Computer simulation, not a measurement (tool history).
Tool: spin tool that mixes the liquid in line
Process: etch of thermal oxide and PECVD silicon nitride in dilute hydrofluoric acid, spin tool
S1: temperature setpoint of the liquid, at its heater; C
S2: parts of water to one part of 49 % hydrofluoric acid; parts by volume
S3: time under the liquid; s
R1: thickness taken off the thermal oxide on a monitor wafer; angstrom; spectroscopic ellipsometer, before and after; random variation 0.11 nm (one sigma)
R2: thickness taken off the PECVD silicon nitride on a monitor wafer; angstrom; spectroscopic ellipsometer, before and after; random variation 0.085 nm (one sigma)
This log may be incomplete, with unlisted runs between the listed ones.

run	hour	S1	S2	S3	R1	R2
1	0	23	60	95	79.687	29.797
2	8.3	23	60	60	50.124	18.615
3	14.2	23	60	85	71.686	26.393
4	22.8	20	60	85	63.143	21.932
5	25.4	20	60	110	80.7	28.069
6	28.5	21.5	60	110	85.687	31.134
7	36.6	22.5	55	110	99.025	36.052
8	39.4	22.5	55	110	98.781	36.598
9	48	23.5	55	110	102.96	37.897
10	49	24.5	55	110	107.05	41.638
11	52.1	25	55	110	109.2	42.313
12	56.8	25.5	55	110	112.01	44.31
13	65.2	26	55	110	115.11	45.792
14	68.3	26.5	55	110	117.62	47.083

For run 15, what comes out?
15	72.3	27	55	110	?	?

Logged for run 15: R1 119.7 angstrom, R2 48.961 angstrom.

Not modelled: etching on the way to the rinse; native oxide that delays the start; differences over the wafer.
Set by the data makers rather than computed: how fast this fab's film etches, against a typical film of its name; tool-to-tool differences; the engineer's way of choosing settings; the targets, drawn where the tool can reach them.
